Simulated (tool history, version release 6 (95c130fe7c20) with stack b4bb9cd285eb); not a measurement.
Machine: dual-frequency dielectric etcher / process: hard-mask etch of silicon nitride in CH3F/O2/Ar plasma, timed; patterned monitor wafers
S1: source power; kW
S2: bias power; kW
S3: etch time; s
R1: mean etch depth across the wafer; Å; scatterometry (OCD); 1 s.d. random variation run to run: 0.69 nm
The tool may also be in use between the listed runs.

| run | hour | S1 | S2 | S3 | R1 |
|---|---|---|---|---|---|
| 1 | 0.0 | 0.540 | 0.071 | 245.5 | 1754.9 |
| 2 | 0.9 | 0.490 | 0.071 | 245.5 | 1685.6 |
| 3 | 6.1 | 0.490 | 0.064 | 245.5 | 1658.1 |
| 4 | 12.3 | 0.570 | 0.064 | 245.5 | 1756.7 |
| 5 | 21.1 | 0.550 | 0.064 | 245.5 | 1734.8 |
| 6 | 24.9 | 0.530 | 0.064 | 245.5 | 1699.8 |
| 7 | 32.3 | 0.510 | 0.064 | 245.5 | 1676.2 |
| 8 | 41.3 | 0.500 | 0.064 | 245.5 | 1669.5 |
|  | 45.4 | source power generator calibrated |
| 9 | 45.4 | 0.500 | 0.064 | 245.5 | 1684.3 |
| 10 | 48.6 | 0.480 | 0.063 | 245.5 | 1654.2 |
| 11 | 52.4 | 0.470 | 0.063 | 245.5 | 1636.9 |

What does the tool deliver on the next run?
| 12 | 54.3 | 0.460 | 0.063 | 245.5 | ? |

{"run 12": {"R1": 1627.8}}
